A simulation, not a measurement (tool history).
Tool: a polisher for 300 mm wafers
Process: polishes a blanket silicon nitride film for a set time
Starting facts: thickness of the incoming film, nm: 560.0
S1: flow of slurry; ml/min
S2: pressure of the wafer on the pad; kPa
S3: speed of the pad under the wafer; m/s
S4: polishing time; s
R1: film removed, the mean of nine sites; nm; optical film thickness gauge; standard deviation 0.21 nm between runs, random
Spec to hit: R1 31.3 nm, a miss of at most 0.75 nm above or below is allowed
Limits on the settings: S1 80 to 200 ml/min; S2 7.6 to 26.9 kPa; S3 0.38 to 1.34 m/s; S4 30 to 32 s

Run 1, hour 0: S1 130 ml/min, S2 17.2 kPa, S3 0.86 m/s, S4 32 s. Result: R1 42.673 nm.
Run 2, hour 6.2: S1 120 ml/min, S2 15.9 kPa, S3 0.86 m/s, S4 32 s. Result: R1 38.744 nm.
Run 3, hour 14.7: S1 115 ml/min, S2 15.2 kPa, S3 0.86 m/s, S4 32 s. Result: R1 36.886 nm.
Run 4, hour 16.1: S1 110 ml/min, S2 14.5 kPa, S3 0.86 m/s, S4 32 s. Result: R1 35.315 nm.
Run 5, hour 22.5: S1 105 ml/min, S2 13.8 kPa, S3 0.86 m/s, S4 32 s. Result: R1 33.063 nm.
Run 6, hour 28.6: S1 105 ml/min, S2 13.8 kPa, S3 1.04 m/s, S4 32 s. Result: R1 37.316 nm.
Run 7, hour 29.9: S1 100 ml/min, S2 13.1 kPa, S3 1.04 m/s, S4 32 s. Result: R1 35.22 nm.
Run 8, hour 38.5: S1 95 ml/min, S2 12.4 kPa, S3 1.04 m/s, S4 32 s. Result: R1 33.889 nm.
Run 9, hour 44.1: S1 90 ml/min, S2 12.4 kPa, S3 1.04 m/s, S4 32 s. Result: R1 33.285 nm.

Of the 4 settings listed for the next run, only one would bring every result within its allowed miss of target. Which one?
Run A, hour 49.7: S1 80 ml/min, S2 13.1 kPa, S3 1.12 m/s, S4 30 s. Result: R1 ?.
Run B, hour 49.7: S1 95 ml/min, S2 13.1 kPa, S3 1.04 m/s, S4 32 s. Result: R1 ?.
Run C, hour 49.7: S1 85 ml/min, S2 13.1 kPa, S3 1.14 m/s, S4 32 s. Result: R1 ?.
Run D, hour 49.7: S1 90 ml/min, S2 12.4 kPa, S3 0.96 m/s, S4 32 s. Result: R1 ?.

move      R1
   A   33.81
   B  35.354
   C   36.92
   D  31.478
A: lands further from the targets than the last run did
B: lands further from the targets than the last run did
C: lands further from the targets than the last run did
D: all results land within tolerance of their targets
Move D is the one to make.
